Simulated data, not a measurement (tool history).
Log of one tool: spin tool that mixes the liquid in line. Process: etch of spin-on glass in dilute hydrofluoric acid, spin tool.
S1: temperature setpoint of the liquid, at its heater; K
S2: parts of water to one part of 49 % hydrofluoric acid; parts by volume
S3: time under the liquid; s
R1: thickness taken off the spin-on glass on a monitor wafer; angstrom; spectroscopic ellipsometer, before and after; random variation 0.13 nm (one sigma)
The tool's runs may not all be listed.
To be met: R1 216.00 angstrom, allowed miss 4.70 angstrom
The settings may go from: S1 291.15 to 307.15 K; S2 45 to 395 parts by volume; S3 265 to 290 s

Run 1, hour 0.0: S1 299.15 K, S2 220 parts by volume, S3 265 s. Result: R1 379.78 angstrom.
Run 2, hour 3.3: S1 299.15 K, S2 220 parts by volume, S3 265 s. Result: R1 379.82 angstrom.
Run 3, hour 4.5: S1 299.15 K, S2 220 parts by volume, S3 290 s. Result: R1 414.90 angstrom.
Run 4, hour 6.5: S1 297.65 K, S2 230 parts by volume, S3 290 s. Result: R1 372.10 angstrom.
Run 5, hour 11.1: S1 296.65 K, S2 240 parts by volume, S3 290 s. Result: R1 340.89 angstrom.
Run 6, hour 13.2: S1 295.65 K, S2 245 parts by volume, S3 290 s. Result: R1 317.49 angstrom.
Run 7, hour 15.7: S1 295.15 K, S2 250 parts by volume, S3 290 s. Result: R1 304.64 angstrom.
Run 8, hour 22.5: S1 294.65 K, S2 255 parts by volume, S3 290 s. Result: R1 290.39 angstrom.

Which of these 4 next moves meets every target?
Run A, hour 29.3: S1 294.15 K, S2 285 parts by volume, S3 265 s. Result: R1 ?.
Run B, hour 29.3: S1 295.15 K, S2 305 parts by volume, S3 280 s. Result: R1 ?.
Run C, hour 29.3: S1 296.15 K, S2 270 parts by volume, S3 265 s. Result: R1 ?.
Run D, hour 29.3: S1 294.15 K, S2 305 parts by volume, S3 275 s. Result: R1 ?.

move      R1
   A  230.68
   B  231.76
   C  265.48
   D  219.63
A: nearer than the last run, and not there yet
B: nearer than the last run, and not there yet
C: nearer than the last run, and not there yet
D: meets every target
The right move is D.

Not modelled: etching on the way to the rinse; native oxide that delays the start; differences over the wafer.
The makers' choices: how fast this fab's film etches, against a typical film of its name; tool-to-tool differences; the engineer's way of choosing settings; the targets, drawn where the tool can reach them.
